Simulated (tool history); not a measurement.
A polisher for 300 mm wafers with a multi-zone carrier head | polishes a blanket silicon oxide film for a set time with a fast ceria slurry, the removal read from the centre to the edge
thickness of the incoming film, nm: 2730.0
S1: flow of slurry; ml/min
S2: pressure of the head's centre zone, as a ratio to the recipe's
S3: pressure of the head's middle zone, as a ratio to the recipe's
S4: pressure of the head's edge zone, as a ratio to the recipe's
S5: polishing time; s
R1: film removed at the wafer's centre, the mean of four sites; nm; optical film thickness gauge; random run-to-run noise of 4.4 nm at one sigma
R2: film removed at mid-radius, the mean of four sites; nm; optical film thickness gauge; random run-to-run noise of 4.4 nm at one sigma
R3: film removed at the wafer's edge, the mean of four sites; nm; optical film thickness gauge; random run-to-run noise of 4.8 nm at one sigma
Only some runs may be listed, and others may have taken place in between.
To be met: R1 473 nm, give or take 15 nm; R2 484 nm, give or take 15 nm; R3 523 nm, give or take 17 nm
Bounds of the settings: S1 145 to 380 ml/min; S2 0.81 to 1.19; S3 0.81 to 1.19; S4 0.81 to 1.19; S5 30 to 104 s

| run | hour | S1 | S2 | S3 | S4 | S5 | R1 | R2 | R3 |
|---|---|---|---|---|---|---|---|---|---|
| 1 | 0 | 245 | 1 | 1 | 1 | 67 | 771.36 | 801.67 | 795.43 |
| 2 | 3.8 | 235 | 0.97 | 0.96 | 0.97 | 61 | 680.44 | 715.2 | 715.61 |
| 3 | 10.8 | 235 | 0.97 | 0.91 | 0.97 | 61 | 677.27 | 682.78 | 705.78 |
| 4 | 18.4 | 225 | 0.95 | 0.89 | 0.96 | 57 | 626.55 | 620.54 | 660.5 |
| 5 | 20.5 | 220 | 0.92 | 0.87 | 0.93 | 54 | 572.78 | 579.22 | 619.6 |
| 6 | 21.1 | 220 | 0.92 | 0.94 | 0.93 | 54 | 584.85 | 604.59 | 613.16 |
|  | 23.8 | slurry nozzle cleaned |
| 7 | 23.8 | 210 | 0.9 | 0.92 | 0.91 | 52 | 548.35 | 580.28 | 596.23 |
| 8 | 26.6 | 210 | 0.89 | 0.9 | 0.9 | 50 | 523.49 | 551.41 | 567.25 |
| 9 | 30 | 205 | 0.88 | 0.88 | 0.89 | 49 | 503.18 | 536.75 | 551.77 |
| 10 | 36.8 | 205 | 0.88 | 0.88 | 0.89 | 49 | 507.23 | 531.97 | 546.06 |
| 11 | 43 | 200 | 0.87 | 0.86 | 0.89 | 49 | 499.74 | 518.3 | 551.44 |
| 12 | 51.8 | 195 | 0.86 | 0.85 | 0.88 | 49 | 485.88 | 508.56 | 543.31 |
| 13 | 58.2 | 195 | 0.86 | 0.85 | 0.88 | 49 | 492.96 | 515.91 | 550.67 |
| 14 | 61.2 | 190 | 0.86 | 0.84 | 0.87 | 49 | 489.82 | 502.18 | 538.33 |

Below are 4 possible settings for the next run. Only one of them brings all results inside the allowed miss of their targets. Which is it?
| A | 64.2 | 255 | 0.85 | 0.82 | 0.85 | 47 | ? | ? | ? |
| B | 64.2 | 180 | 0.82 | 0.81 | 0.95 | 49 | ? | ? | ? |
| C | 64.2 | 195 | 0.89 | 0.9 | 0.85 | 44 | ? | ? | ? |
| D | 64.2 | 170 | 0.85 | 0.9 | 0.83 | 49 | ? | ? | ? |

| move | R1 | R2 | R3 |
|---|---|---|---|
| A | 474.71 | 485.36 | 522.52 |
| B | 459.4 | 484.08 | 558.85 |
| C | 452.56 | 477.9 | 479.26 |
| D | 473.4 | 524.64 | 522.46 |
A: hits every target within its allowed miss
B: corrects the largest miss of the last run, while another result sits out of spec
C: corrects the largest miss of the last run, while another result sits out of spec
D: misses by more than the last run did
Answer: A
